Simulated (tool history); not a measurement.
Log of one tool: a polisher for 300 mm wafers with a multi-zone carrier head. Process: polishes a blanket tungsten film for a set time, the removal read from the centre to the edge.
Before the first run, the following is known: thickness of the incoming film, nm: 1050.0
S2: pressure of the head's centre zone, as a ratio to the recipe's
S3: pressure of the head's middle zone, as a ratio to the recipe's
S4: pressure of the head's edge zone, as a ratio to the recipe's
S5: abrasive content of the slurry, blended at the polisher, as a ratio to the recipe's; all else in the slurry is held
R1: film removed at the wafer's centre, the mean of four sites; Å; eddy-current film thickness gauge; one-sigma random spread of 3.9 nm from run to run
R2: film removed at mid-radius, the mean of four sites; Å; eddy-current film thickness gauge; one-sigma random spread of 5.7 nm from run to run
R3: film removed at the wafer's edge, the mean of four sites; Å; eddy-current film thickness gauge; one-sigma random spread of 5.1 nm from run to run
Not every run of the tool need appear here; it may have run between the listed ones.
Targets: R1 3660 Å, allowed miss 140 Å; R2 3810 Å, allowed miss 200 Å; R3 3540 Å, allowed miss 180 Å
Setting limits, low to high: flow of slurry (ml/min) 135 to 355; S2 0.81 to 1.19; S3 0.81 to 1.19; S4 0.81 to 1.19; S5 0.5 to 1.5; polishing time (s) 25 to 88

{"run": 1, "hour": 0.0, "flow of slurry (ml/min)": 225, "S2": 1, "S3": 1, "S4": 1, "S5": 1, "polishing time (s)": 56, "R1": 2301, "R2": 2333.4, "R3": 2333.8}
{"run": 2, "hour": 5.3, "flow of slurry (ml/min)": 225, "S2": 1, "S3": 1, "S4": 1, "S5": 0.8, "polishing time (s)": 56, "R1": 2222.9, "R2": 2224.5, "R3": 2222.6}
{"run": 3, "hour": 6.1, "flow of slurry (ml/min)": 230, "S2": 1.01, "S3": 1.01, "S4": 1.01, "S5": 0.9, "polishing time (s)": 58, "R1": 2369.6, "R2": 2446.7, "R3": 2357.3}
{"run": 4, "hour": 7.1, "flow of slurry (ml/min)": 230, "S2": 1.02, "S3": 1.01, "S4": 1.02, "S5": 0.95, "polishing time (s)": 60, "R1": 2493.1, "R2": 2540.3, "R3": 2526}
{"run": 5, "hour": 8.1, "flow of slurry (ml/min)": 235, "S2": 1.04, "S3": 1.02, "S4": 1.03, "S5": 1, "polishing time (s)": 61, "R1": 2679, "R2": 2661, "R3": 2597.5}
{"run": 6, "hour": 16.1, "flow of slurry (ml/min)": 265, "S2": 1.04, "S3": 1.02, "S4": 1.03, "S5": 1, "polishing time (s)": 61, "R1": 2659, "R2": 2712.4, "R3": 2663.3}
{"run": 7, "hour": 17.4, "flow of slurry (ml/min)": 270, "S2": 1.05, "S3": 1.03, "S4": 1.04, "S5": 1.05, "polishing time (s)": 62, "R1": 2807.7, "R2": 2774.2, "R3": 2717.8}
{"run": 8, "hour": 24.6, "flow of slurry (ml/min)": 255, "S2": 0.99, "S3": 1.1, "S4": 1.03, "S5": 1.3, "polishing time (s)": 77, "R1": 3480.2, "R2": 3792.2, "R3": 3538.7}
{"run": 9, "hour": 29.4, "flow of slurry (ml/min)": 255, "S2": 1, "S3": 1.1, "S4": 1.03, "S5": 1.3, "polishing time (s)": 77, "R1": 3547, "R2": 3758.8, "R3": 3584.5}

Which of these 4 next moves meets every target?
{"run": "A", "hour": 34.2, "flow of slurry (ml/min)": 235, "S2": 1.01, "S3": 1.03, "S4": 1.08, "S5": 1.45, "polishing time (s)": 73, "R1": "?", "R2": "?", "R3": "?"}
{"run": "B", "hour": 34.2, "flow of slurry (ml/min)": 205, "S2": 1.07, "S3": 1.12, "S4": 1.05, "S5": 1.15, "polishing time (s)": 80, "R1": "?", "R2": "?", "R3": "?"}
{"run": "C", "hour": 34.2, "flow of slurry (ml/min)": 320, "S2": 0.96, "S3": 1.07, "S4": 1.02, "S5": 1.1, "polishing time (s)": 77, "R1": "?", "R2": "?", "R3": "?"}
{"run": "D", "hour": 34.2, "flow of slurry (ml/min)": 300, "S2": 0.93, "S3": 1.13, "S4": 0.97, "S5": 1.05, "polishing time (s)": 78, "R1": "?", "R2": "?", "R3": "?"}

move=A R1=3429.3 R2=3516.7 R3=3355.2
move=B R1=3671.5 R2=3820.7 R3=3371.4
move=C R1=3328.1 R2=3697 R3=3311
move=D R1=3205.1 R2=3853.8 R3=3235.3
A: misses by more than the last run did
B: every result within its allowed miss
C: misses by more than the last run did
D: misses by more than the last run did
B meets every target.
